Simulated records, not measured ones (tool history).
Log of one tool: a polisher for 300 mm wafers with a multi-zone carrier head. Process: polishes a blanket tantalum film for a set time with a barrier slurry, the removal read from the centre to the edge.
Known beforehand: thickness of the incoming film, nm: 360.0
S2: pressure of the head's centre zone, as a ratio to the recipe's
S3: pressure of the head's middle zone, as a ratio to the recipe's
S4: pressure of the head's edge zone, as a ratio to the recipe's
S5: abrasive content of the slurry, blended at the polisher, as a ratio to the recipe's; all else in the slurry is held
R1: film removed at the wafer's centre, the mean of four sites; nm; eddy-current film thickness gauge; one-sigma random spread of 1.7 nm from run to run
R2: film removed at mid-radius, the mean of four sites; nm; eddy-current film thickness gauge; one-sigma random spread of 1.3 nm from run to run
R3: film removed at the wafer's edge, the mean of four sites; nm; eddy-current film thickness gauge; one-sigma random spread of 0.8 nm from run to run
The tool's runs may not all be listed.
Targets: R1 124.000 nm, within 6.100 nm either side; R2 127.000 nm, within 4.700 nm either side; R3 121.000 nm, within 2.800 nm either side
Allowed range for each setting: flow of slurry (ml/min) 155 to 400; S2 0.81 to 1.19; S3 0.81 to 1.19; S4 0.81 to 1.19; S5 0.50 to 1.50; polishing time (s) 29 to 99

{"run": 1, "hour": 0.0, "flow of slurry (ml/min)": 255, "S2": 1.0, "S3": 1.0, "S4": 1.0, "S5": 1.0, "polishing time (s)": 64, "R1": 96.545, "R2": 98.594, "R3": 98.488}
{"run": 2, "hour": 6.2, "flow of slurry (ml/min)": 260, "S2": 1.01, "S3": 1.01, "S4": 1.02, "S5": 1.05, "polishing time (s)": 64, "R1": 100.8, "R2": 99.145, "R3": 100.6}
{"run": 3, "hour": 12.7, "flow of slurry (ml/min)": 265, "S2": 1.01, "S3": 1.03, "S4": 1.03, "S5": 1.1, "polishing time (s)": 64, "R1": 102.11, "R2": 103.43, "R3": 102.48}
{"run": 4, "hour": 18.6, "flow of slurry (ml/min)": 270, "S2": 1.01, "S3": 1.04, "S4": 1.04, "S5": 1.15, "polishing time (s)": 64, "R1": 104.52, "R2": 104.84, "R3": 104.52}
{"run": 5, "hour": 20.2, "flow of slurry (ml/min)": 270, "S2": 1.01, "S3": 1.04, "S4": 1.04, "S5": 0.95, "polishing time (s)": 64, "R1": 97.279, "R2": 101.35, "R3": 100.28}
{"run": 6, "hour": 25.8, "flow of slurry (ml/min)": 270, "S2": 1.07, "S3": 1.04, "S4": 1.04, "S5": 0.95, "polishing time (s)": 64, "R1": 102.78, "R2": 101.11, "R3": 99.326}
{"run": 7, "hour": 29.1, "flow of slurry (ml/min)": 275, "S2": 1.07, "S3": 1.05, "S4": 1.05, "S5": 1.0, "polishing time (s)": 64, "R1": 101.68, "R2": 104.33, "R3": 100.58}
{"run": 8, "hour": 34.7, "flow of slurry (ml/min)": 280, "S2": 1.07, "S3": 1.06, "S4": 1.06, "S5": 1.05, "polishing time (s)": 64, "R1": 103.09, "R2": 106.52, "R3": 103.95}
{"run": 9, "hour": 38.7, "flow of slurry (ml/min)": 280, "S2": 1.08, "S3": 1.07, "S4": 1.06, "S5": 1.1, "polishing time (s)": 64, "R1": 105.37, "R2": 108.38, "R3": 105.34}
{"run": 10, "hour": 40.7, "flow of slurry (ml/min)": 285, "S2": 1.09, "S3": 1.08, "S4": 1.06, "S5": 1.15, "polishing time (s)": 64, "R1": 113.19, "R2": 110.4, "R3": 104.85}
{"run": 11, "hour": 41.9, "flow of slurry (ml/min)": 290, "S2": 1.09, "S3": 1.09, "S4": 1.07, "S5": 1.2, "polishing time (s)": 64, "R1": 110.42, "R2": 112.55, "R3": 108.43}
{"run": 12, "hour": 45.3, "flow of slurry (ml/min)": 295, "S2": 1.1, "S3": 1.1, "S4": 1.08, "S5": 1.25, "polishing time (s)": 64, "R1": 115.47, "R2": 114.76, "R3": 110.28}
{"run": 13, "hour": 54.3, "flow of slurry (ml/min)": 300, "S2": 1.1, "S3": 1.11, "S4": 1.09, "S5": 1.25, "polishing time (s)": 64, "R1": 113.41, "R2": 117.82, "R3": 109.96}
{"run": 14, "hour": 56.1, "flow of slurry (ml/min)": 300, "S2": 1.1, "S3": 1.11, "S4": 1.1, "S5": 1.25, "polishing time (s)": 64, "R1": 112.0, "R2": 118.28, "R3": 109.88}
{"run": 15, "hour": 62.8, "flow of slurry (ml/min)": 300, "S2": 1.1, "S3": 1.11, "S4": 1.11, "S5": 1.3, "polishing time (s)": 64, "R1": 115.95, "R2": 116.69, "R3": 113.72}
{"run": 16, "hour": 69.5, "flow of slurry (ml/min)": 305, "S2": 1.1, "S3": 1.12, "S4": 1.11, "S5": 1.3, "polishing time (s)": 64, "R1": 115.98, "R2": 116.45, "R3": 112.35}
{"run": 17, "hour": 77.9, "flow of slurry (ml/min)": 305, "S2": 1.1, "S3": 1.13, "S4": 1.11, "S5": 1.3, "polishing time (s)": 64, "R1": 117.51, "R2": 118.34, "R3": 111.44}
{"run": 18, "hour": 79.3, "flow of slurry (ml/min)": 310, "S2": 1.1, "S3": 1.13, "S4": 1.12, "S5": 1.3, "polishing time (s)": 64, "R1": 114.94, "R2": 118.77, "R3": 112.27}
{"run": 19, "hour": 82.2, "flow of slurry (ml/min)": 310, "S2": 1.1, "S3": 1.13, "S4": 1.13, "S5": 1.3, "polishing time (s)": 64, "R1": 112.69, "R2": 119.17, "R3": 114.02}
{"run": 20, "hour": 87.6, "flow of slurry (ml/min)": 310, "S2": 1.11, "S3": 1.13, "S4": 1.13, "S5": 1.3, "polishing time (s)": 64, "R1": 116.16, "R2": 118.46, "R3": 114.97}

Consider the 5 candidate settings below. Which is the only one whose results all fall within their allowed miss of target?
{"run": "A", "hour": 93.0, "flow of slurry (ml/min)": 310, "S2": 1.12, "S3": 1.16, "S4": 1.11, "S5": 1.3, "polishing time (s)": 62, "R1": "?", "R2": "?", "R3": "?"}
{"run": "B", "hour": 93.0, "flow of slurry (ml/min)": 305, "S2": 1.12, "S3": 1.14, "S4": 1.17, "S5": 1.35, "polishing time (s)": 67, "R1": "?", "R2": "?", "R3": "?"}
{"run": "C", "hour": 93.0, "flow of slurry (ml/min)": 325, "S2": 1.03, "S3": 1.12, "S4": 0.99, "S5": 1.05, "polishing time (s)": 73, "R1": "?", "R2": "?", "R3": "?"}
{"run": "D", "hour": 93.0, "flow of slurry (ml/min)": 360, "S2": 1.14, "S3": 1.07, "S4": 1.07, "S5": 1.35, "polishing time (s)": 61, "R1": "?", "R2": "?", "R3": "?"}
{"run": "E", "hour": 93.0, "flow of slurry (ml/min)": 250, "S2": 1.16, "S3": 0.96, "S4": 0.98, "S5": 1.2, "polishing time (s)": 71, "R1": "?", "R2": "?", "R3": "?"}

move=A R1=113.710 R2=118.610 R3=109.450
move=B R1=123.800 R2=127.240 R3=122.360
move=C R1=119.640 R2=128.480 R3=115.760
move=D R1=115.740 R2=111.170 R3=107.880
move=E R1=127.930 R2=111.170 R3=114.580
A: moves away from the targets compared with the last run
B: every result within its allowed miss
C: nearer than the last run, and not there yet
D: moves away from the targets compared with the last run
E: moves away from the targets compared with the last run
Move B is the one to make.
